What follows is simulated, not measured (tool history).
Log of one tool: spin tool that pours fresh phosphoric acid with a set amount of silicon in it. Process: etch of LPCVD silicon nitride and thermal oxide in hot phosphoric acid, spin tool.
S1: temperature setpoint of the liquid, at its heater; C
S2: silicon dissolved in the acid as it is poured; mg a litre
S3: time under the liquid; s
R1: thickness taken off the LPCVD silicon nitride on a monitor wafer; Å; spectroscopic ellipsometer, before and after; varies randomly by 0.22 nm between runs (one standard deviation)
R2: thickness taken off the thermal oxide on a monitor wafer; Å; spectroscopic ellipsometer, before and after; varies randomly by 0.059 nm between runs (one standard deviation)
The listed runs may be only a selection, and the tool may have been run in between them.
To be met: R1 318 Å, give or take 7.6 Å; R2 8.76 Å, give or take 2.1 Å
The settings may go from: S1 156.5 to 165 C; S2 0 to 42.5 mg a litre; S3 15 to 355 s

Run 1, day 0: S1 160 C, S2 18.5 mg a litre, S3 180 s. Result: R1 170 Å, R2 3.3505 Å.
Run 2, day 0.371: S1 160 C, S2 25.5 mg a litre, S3 180 s. Result: R1 171.1 Å, R2 2.7048 Å.
Run 3, day 0.746: S1 160 C, S2 19.5 mg a litre, S3 180 s. Result: R1 170.26 Å, R2 3.1965 Å.
Run 4, day 1.1: S1 161 C, S2 18 mg a litre, S3 195 s. Result: R1 191.7 Å, R2 4.0386 Å.
Run 5, day 1.233: S1 161.5 C, S2 17.5 mg a litre, S3 210 s. Result: R1 207.38 Å, R2 4.7764 Å.
Run 6, day 1.496: S1 162 C, S2 18 mg a litre, S3 225 s. Result: R1 227.12 Å, R2 4.9672 Å.
Run 7, day 1.6: S1 162.5 C, S2 17 mg a litre, S3 235 s. Result: R1 238.11 Å, R2 5.3106 Å.
Run 8, day 1.688: S1 162.5 C, S2 16 mg a litre, S3 245 s. Result: R1 249.62 Å, R2 5.8112 Å.
Run 9, day 1.725: S1 163 C, S2 15.5 mg a litre, S3 255 s. Result: R1 265.69 Å, R2 5.7495 Å.
Run 10, day 2.054: S1 163 C, S2 14 mg a litre, S3 260 s. Result: R1 268.82 Å, R2 6.2922 Å.

5 next moves are on the table. One of them brings every result within its allowed miss. Which?
Run A, day 2.383: S1 163.5 C, S2 31 mg a litre, S3 315 s. Result: R1 ?, R2 ?.
Run B, day 2.383: S1 165 C, S2 7.5 mg a litre, S3 285 s. Result: R1 ?, R2 ?.
Run C, day 2.383: S1 163 C, S2 25.5 mg a litre, S3 305 s. Result: R1 ?, R2 ?.
Run D, day 2.383: S1 163 C, S2 10.5 mg a litre, S3 320 s. Result: R1 ?, R2 ?.
Run E, day 2.383: S1 164 C, S2 3.5 mg a litre, S3 280 s. Result: R1 ?, R2 ?.

move      R1      R2
   A  336.32  4.6973
   B   319.7  9.3799
   C   320.3  5.3901
   D  336.05  8.5307
   E  303.93  9.2919
A: takes the biggest miss from the last run beyond its target
B: all results land within tolerance of their targets
C: brings the result that was furthest off to its target, and leaves another outside
D: takes the biggest miss from the last run beyond its target
E: closes in on the targets versus the last run, not all within tolerance yet
The move that meets every target is B.
